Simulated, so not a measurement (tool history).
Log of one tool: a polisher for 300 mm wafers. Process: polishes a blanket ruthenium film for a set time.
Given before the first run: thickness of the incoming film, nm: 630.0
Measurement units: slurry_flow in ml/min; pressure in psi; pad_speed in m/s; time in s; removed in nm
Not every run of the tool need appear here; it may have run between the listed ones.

Run 1, hour 0: slurry_flow 230 ml/min, pressure 1.4 psi, pad_speed 0.84 m/s, time 96 s. Result: removed 69.129 nm.
Run 2, hour 1.3: slurry_flow 255 ml/min, pressure 1.4 psi, pad_speed 0.84 m/s, time 96 s. Result: removed 70.873 nm.
Run 3, hour 3.4: slurry_flow 250 ml/min, pressure 1.4 psi, pad_speed 0.84 m/s, time 96 s. Result: removed 69.902 nm.
Run 4, hour 5.1: slurry_flow 245 ml/min, pressure 1.4 psi, pad_speed 0.84 m/s, time 96 s. Result: removed 69.113 nm.
Run 5, hour 11.2: slurry_flow 240 ml/min, pressure 1.4 psi, pad_speed 0.84 m/s, time 96 s. Result: removed 69.882 nm.
Run 6, hour 13.4: slurry_flow 235 ml/min, pressure 1.4 psi, pad_speed 0.84 m/s, time 96 s. Result: removed 68.982 nm.
Run 7, hour 17.5: slurry_flow 230 ml/min, pressure 1.4 psi, pad_speed 0.84 m/s, time 96 s. Result: removed 69.597 nm.
Run 8, hour 22.9: slurry_flow 230 ml/min, pressure 1.2 psi, pad_speed 0.84 m/s, time 96 s. Result: removed 62.534 nm.

What does the tool deliver on the next run?
At hour 25.6: slurry nozzle cleaned.
Run 9, hour 25.6: slurry_flow 220 ml/min, pressure 1.1 psi, pad_speed 0.84 m/s, time 96 s. Result: removed ?.

Run 9 gave removed 58.723 nm.
